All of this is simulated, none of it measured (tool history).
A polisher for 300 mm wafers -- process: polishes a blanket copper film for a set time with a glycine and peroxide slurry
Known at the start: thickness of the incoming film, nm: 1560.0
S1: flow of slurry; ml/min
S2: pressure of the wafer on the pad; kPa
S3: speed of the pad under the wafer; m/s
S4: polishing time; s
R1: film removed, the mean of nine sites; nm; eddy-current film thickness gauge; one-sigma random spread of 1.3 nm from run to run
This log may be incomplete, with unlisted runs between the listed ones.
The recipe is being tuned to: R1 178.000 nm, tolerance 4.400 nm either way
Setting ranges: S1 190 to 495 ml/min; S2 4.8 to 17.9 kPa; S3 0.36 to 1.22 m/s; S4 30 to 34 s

| run | hour | S1 | S2 | S3 | S4 | R1 |
|---|---|---|---|---|---|---|
| 1 | 0.0 | 320 | 11.0 | 0.78 | 34 | 93.931 |
| 2 | 1.5 | 265 | 11.0 | 0.78 | 34 | 93.502 |
| 3 | 9.8 | 310 | 11.0 | 0.78 | 34 | 94.418 |
| 4 | 15.9 | 265 | 11.0 | 0.78 | 34 | 94.786 |
| 5 | 22.7 | 265 | 11.7 | 0.82 | 34 | 100.590 |
| 6 | 31.0 | 265 | 11.7 | 0.66 | 34 | 87.632 |
| 7 | 32.3 | 265 | 12.4 | 0.72 | 34 | 95.154 |
| 8 | 40.2 | 265 | 13.1 | 0.78 | 34 | 103.370 |
| 9 | 47.6 | 265 | 13.8 | 0.84 | 34 | 111.940 |
| 10 | 55.1 | 265 | 14.5 | 0.88 | 34 | 119.710 |
| 11 | 61.5 | 290 | 17.9 | 1.10 | 34 | 164.750 |
| 12 | 68.4 | 290 | 17.9 | 1.12 | 34 | 167.120 |
| 13 | 73.1 | 290 | 17.9 | 1.14 | 34 | 167.050 |
|  | 77.3 | worn pad replaced by a new one |
| 14 | 77.3 | 300 | 17.9 | 1.16 | 34 | 191.320 |
| 15 | 81.9 | 295 | 17.9 | 1.16 | 34 | 189.920 |
| 16 | 83.9 | 290 | 17.9 | 1.16 | 34 | 191.120 |

Which single option among these 5 for the next run brings every result within its allowed miss of target? Just one does.
| A | 85.9 | 285 | 16.5 | 1.16 | 31 | ? |
| B | 85.9 | 270 | 17.9 | 1.06 | 33 | ? |
| C | 85.9 | 260 | 17.9 | 1.18 | 32 | ? |
| D | 85.9 | 260 | 16.5 | 1.16 | 32 | ? |
| E | 85.9 | 280 | 17.9 | 1.14 | 31 | ? |

| move | R1 |
|---|---|
| A | 160.450 |
| B | 168.460 |
| C | 176.840 |
| D | 164.670 |
| E | 167.620 |
A: carries the result that was furthest off beyond its target, to the other side
B: carries the result that was furthest off beyond its target, to the other side
C: in spec on every target
D: carries the result that was furthest off beyond its target, to the other side
E: carries the result that was furthest off beyond its target, to the other side
The right move is C.
